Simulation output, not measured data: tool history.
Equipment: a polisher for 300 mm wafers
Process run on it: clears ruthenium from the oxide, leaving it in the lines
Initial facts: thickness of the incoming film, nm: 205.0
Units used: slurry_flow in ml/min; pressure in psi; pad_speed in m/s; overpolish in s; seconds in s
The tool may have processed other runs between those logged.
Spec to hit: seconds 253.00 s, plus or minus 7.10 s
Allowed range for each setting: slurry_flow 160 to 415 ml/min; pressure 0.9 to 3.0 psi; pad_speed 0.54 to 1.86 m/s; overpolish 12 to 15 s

run	day	slurry_flow	pressure	pad_speed	overpolish	seconds
1	0.000	265	1.9	1.18	15	149.26
2	0.221	265	1.9	1.18	15	148.73
3	0.442	330	1.9	1.18	15	147.17
4	0.567	330	1.7	1.18	15	164.95
5	0.858	330	1.7	1.18	15	162.27
6	1.108	330	1.5	1.16	15	185.76
7	1.175	330	1.4	1.16	15	197.73
8	1.204	330	1.3	1.16	15	214.36
9	1.550	325	1.2	1.16	15	230.04
10	1.767	325	1.2	1.16	15	230.74
11	2.121	310	1.0	1.16	15	274.82
12	2.417	320	1.0	1.16	15	276.70
13	2.642	335	1.0	1.16	15	274.91
14	2.954	345	1.2	1.16	15	229.75

Of the 4 settings listed for the next run, only one would bring every result within its allowed miss of target. Which one?
A	3.267	315	1.1	1.14	14	?
B	3.267	240	1.4	1.02	12	?
C	3.267	405	1.3	1.10	12	?
D	3.267	330	1.1	1.06	15	?

move	seconds
A	256.41
B	232.34
C	222.31
D	274.12
A: all results land within tolerance of their targets
B: nearer the targets than the last run, but a result is still out of spec
C: the biggest miss grows against the last run
D: moves the result that the last run missed by most past its target, out the other side
The move that meets every target is A.
